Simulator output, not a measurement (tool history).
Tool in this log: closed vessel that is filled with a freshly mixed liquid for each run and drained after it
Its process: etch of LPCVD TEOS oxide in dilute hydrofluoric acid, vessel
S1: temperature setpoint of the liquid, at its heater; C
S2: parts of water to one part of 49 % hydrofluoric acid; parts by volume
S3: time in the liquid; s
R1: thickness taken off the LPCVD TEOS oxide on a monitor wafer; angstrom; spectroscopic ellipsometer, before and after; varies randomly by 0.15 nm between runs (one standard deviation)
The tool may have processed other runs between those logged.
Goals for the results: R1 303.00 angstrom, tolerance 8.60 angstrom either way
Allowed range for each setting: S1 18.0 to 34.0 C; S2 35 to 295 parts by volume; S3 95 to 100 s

{"run": 1, "hour": 0.0, "S1": 26.0, "S2": 165, "S3": 95, "R1": 178.83}
{"run": 2, "hour": 3.8, "S1": 23.5, "S2": 165, "S3": 95, "R1": 161.85}
{"run": 3, "hour": 6.6, "S1": 23.5, "S2": 165, "S3": 100, "R1": 171.33}
{"run": 4, "hour": 10.6, "S1": 23.5, "S2": 165, "S3": 95, "R1": 162.07}
{"run": 5, "hour": 18.6, "S1": 23.5, "S2": 120, "S3": 95, "R1": 237.83}
{"run": 6, "hour": 22.2, "S1": 23.5, "S2": 120, "S3": 100, "R1": 247.16}
{"run": 7, "hour": 27.5, "S1": 25.0, "S2": 120, "S3": 100, "R1": 264.58}
{"run": 8, "hour": 28.8, "S1": 26.0, "S2": 120, "S3": 100, "R1": 272.74}
{"run": 9, "hour": 30.9, "S1": 27.0, "S2": 120, "S3": 100, "R1": 284.48}
{"run": 10, "hour": 36.8, "S1": 27.0, "S2": 120, "S3": 100, "R1": 283.13}
{"run": 11, "hour": 44.6, "S1": 27.5, "S2": 120, "S3": 100, "R1": 289.68}

Below are 5 possible settings for the next run. Only one of them brings all results inside the allowed miss of their targets. Which is it?
{"run": "A", "hour": 52.4, "S1": 23.5, "S2": 110, "S3": 100, "R1": "?"}
{"run": "B", "hour": 52.4, "S1": 26.0, "S2": 125, "S3": 100, "R1": "?"}
{"run": "C", "hour": 52.4, "S1": 26.5, "S2": 120, "S3": 100, "R1": "?"}
{"run": "D", "hour": 52.4, "S1": 26.0, "S2": 110, "S3": 100, "R1": "?"}
{"run": "E", "hour": 52.4, "S1": 26.5, "S2": 115, "S3": 95, "R1": "?"}

move=A R1=274.79
move=B R1=261.16
move=C R1=279.00
move=D R1=302.59
move=E R1=278.40
A: moves away from the targets compared with the last run
B: moves away from the targets compared with the last run
C: moves away from the targets compared with the last run
D: all results in spec
E: moves away from the targets compared with the last run
Answer: D
